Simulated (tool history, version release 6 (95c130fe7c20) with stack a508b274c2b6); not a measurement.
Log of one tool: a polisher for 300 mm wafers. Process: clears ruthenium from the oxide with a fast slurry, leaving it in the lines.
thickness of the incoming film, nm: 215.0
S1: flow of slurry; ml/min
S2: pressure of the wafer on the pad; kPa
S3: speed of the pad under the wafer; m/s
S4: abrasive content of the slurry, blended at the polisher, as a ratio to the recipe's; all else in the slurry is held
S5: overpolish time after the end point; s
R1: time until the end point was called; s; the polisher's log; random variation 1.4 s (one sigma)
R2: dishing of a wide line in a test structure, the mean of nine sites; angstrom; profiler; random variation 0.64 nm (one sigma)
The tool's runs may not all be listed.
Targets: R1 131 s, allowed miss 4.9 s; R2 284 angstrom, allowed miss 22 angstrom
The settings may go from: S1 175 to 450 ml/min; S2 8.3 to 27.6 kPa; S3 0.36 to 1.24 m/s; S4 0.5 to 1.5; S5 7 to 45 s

Run 1, hour 0: S1 290 ml/min, S2 17.9 kPa, S3 0.8 m/s, S4 1, S5 23 s. Result: R1 64.513 s, R2 590.34 angstrom.
Run 2, hour 0.8: S1 290 ml/min, S2 16.5 kPa, S3 0.78 m/s, S4 1, S5 22 s. Result: R1 70.848 s, R2 525.82 angstrom.
Run 3, hour 8.2: S1 245 ml/min, S2 16.5 kPa, S3 0.78 m/s, S4 1, S5 22 s. Result: R1 71.438 s, R2 521.79 angstrom.
Run 4, hour 16.8: S1 245 ml/min, S2 15.2 kPa, S3 0.76 m/s, S4 1, S5 22 s. Result: R1 80.732 s, R2 469.05 angstrom.
Run 5, hour 17.8: S1 245 ml/min, S2 15.2 kPa, S3 0.76 m/s, S4 1, S5 26 s. Result: R1 81.124 s, R2 558.89 angstrom.
Run 6, hour 23.4: S1 245 ml/min, S2 13.8 kPa, S3 0.74 m/s, S4 1, S5 25 s. Result: R1 90.473 s, R2 492.7 angstrom.
Run 7, hour 24.8: S1 245 ml/min, S2 13.1 kPa, S3 0.74 m/s, S4 1, S5 24 s. Result: R1 92.392 s, R2 455.18 angstrom.
Run 8, hour 27.6: S1 245 ml/min, S2 12.4 kPa, S3 0.72 m/s, S4 1, S5 23 s. Result: R1 100.07 s, R2 394.51 angstrom.
Run 9, hour 34.9: S1 245 ml/min, S2 11.7 kPa, S3 0.72 m/s, S4 1, S5 23 s. Result: R1 103.89 s, R2 376 angstrom.
Run 10, hour 37.4: S1 245 ml/min, S2 11 kPa, S3 0.72 m/s, S4 1, S5 23 s. Result: R1 111.85 s, R2 369.81 angstrom.
Run 11, hour 45.7: S1 245 ml/min, S2 10.3 kPa, S3 0.72 m/s, S4 1, S5 22 s. Result: R1 114.67 s, R2 330.75 angstrom.
Run 12, hour 54.7: S1 245 ml/min, S2 9.7 kPa, S3 0.72 m/s, S4 1, S5 22 s. Result: R1 124.3 s, R2 304.55 angstrom.

4 next moves are on the table. One of them brings every result within its allowed miss. Which?
Run A, hour 63.7: S1 295 ml/min, S2 12.4 kPa, S3 0.56 m/s, S4 1.05, S5 19 s. Result: R1 ?, R2 ?.
Run B, hour 63.7: S1 175 ml/min, S2 11.7 kPa, S3 0.7 m/s, S4 0.9, S5 21 s. Result: R1 ?, R2 ?.
Run C, hour 63.7: S1 250 ml/min, S2 10.3 kPa, S3 0.58 m/s, S4 1.05, S5 27 s. Result: R1 ?, R2 ?.
Run D, hour 63.7: S1 220 ml/min, S2 9.7 kPa, S3 0.74 m/s, S4 0.85, S5 21 s. Result: R1 ?, R2 ?.

move      R1      R2
   A  122.67  276.86
   B  119.38  311.93
   C  140.72  338.19
   D   131.5  284.94
A: further off than the last run
B: further off than the last run
C: takes the result that was furthest off past its target
D: meets every target
The right move is D.

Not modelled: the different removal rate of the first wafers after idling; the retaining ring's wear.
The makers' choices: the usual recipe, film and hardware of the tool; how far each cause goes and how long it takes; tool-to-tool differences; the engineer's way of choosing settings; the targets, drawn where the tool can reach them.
